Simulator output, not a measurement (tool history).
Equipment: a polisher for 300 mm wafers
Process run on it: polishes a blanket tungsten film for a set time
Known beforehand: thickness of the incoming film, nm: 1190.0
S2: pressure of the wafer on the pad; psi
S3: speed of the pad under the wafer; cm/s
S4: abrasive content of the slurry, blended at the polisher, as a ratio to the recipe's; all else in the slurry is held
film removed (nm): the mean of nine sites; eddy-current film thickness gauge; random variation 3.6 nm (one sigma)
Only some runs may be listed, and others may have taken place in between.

Run 1, hour 0: flow of slurry (ml/min) 200, S2 2.7 psi, S3 128 cm/s, S4 1, polishing time (s) 84. Result: film removed (nm) 339.4.
Run 2, hour 1.6: flow of slurry (ml/min) 200, S2 2.8 psi, S3 128 cm/s, S4 1, polishing time (s) 84. Result: film removed (nm) 352.06.
Run 3, hour 6: flow of slurry (ml/min) 200, S2 2.8 psi, S3 128 cm/s, S4 1.1, polishing time (s) 84. Result: film removed (nm) 359.04.
Run 4, hour 11.2: flow of slurry (ml/min) 210, S2 3 psi, S3 128 cm/s, S4 1.1, polishing time (s) 84. Result: film removed (nm) 379.19.
Run 5, hour 14.5: flow of slurry (ml/min) 210, S2 2.7 psi, S3 128 cm/s, S4 1.1, polishing time (s) 84. Result: film removed (nm) 343.36.
Run 6, hour 15: flow of slurry (ml/min) 210, S2 2.2 psi, S3 128 cm/s, S4 1.1, polishing time (s) 84. Result: film removed (nm) 288.62.
Run 7, hour 23.4: flow of slurry (ml/min) 210, S2 2.2 psi, S3 128 cm/s, S4 1.1, polishing time (s) 84. Result: film removed (nm) 289.97.

The next listed run, before its measurement:
Run 8, hour 29.1: flow of slurry (ml/min) 210, S2 2.3 psi, S3 128 cm/s, S4 1.1, polishing time (s) 84. Result: film removed (nm) ?.

Run 8 gave film removed (nm) 296.05.

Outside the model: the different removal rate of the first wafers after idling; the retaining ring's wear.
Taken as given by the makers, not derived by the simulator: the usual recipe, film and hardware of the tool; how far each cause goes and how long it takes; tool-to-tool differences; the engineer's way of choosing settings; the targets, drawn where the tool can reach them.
